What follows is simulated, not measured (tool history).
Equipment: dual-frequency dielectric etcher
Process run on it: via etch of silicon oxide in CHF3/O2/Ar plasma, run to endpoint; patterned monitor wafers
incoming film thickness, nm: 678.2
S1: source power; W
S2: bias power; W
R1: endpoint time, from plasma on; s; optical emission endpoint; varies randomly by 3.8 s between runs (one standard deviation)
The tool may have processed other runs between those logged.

run 1 day=0 | S1=500 S2=218 | R1=343.67
run 2 day=0.108 | S1=460 S2=218 | R1=364.67
run 3 day=0.471 | S1=420 S2=211 | R1=378.41
run 4 day=0.583 | S1=420 S2=187 | R1=405.98
run 5 day=0.733 | S1=390 S2=184 | R1=419.18
-- day=0.808 bias power generator calibrated
run 6 day=0.808 | S1=390 S2=201 | R1=403.72

Expected results for the next run?
run 7 day=0.875 | S1=370 S2=196 | R1=?

R1: 419.66 s

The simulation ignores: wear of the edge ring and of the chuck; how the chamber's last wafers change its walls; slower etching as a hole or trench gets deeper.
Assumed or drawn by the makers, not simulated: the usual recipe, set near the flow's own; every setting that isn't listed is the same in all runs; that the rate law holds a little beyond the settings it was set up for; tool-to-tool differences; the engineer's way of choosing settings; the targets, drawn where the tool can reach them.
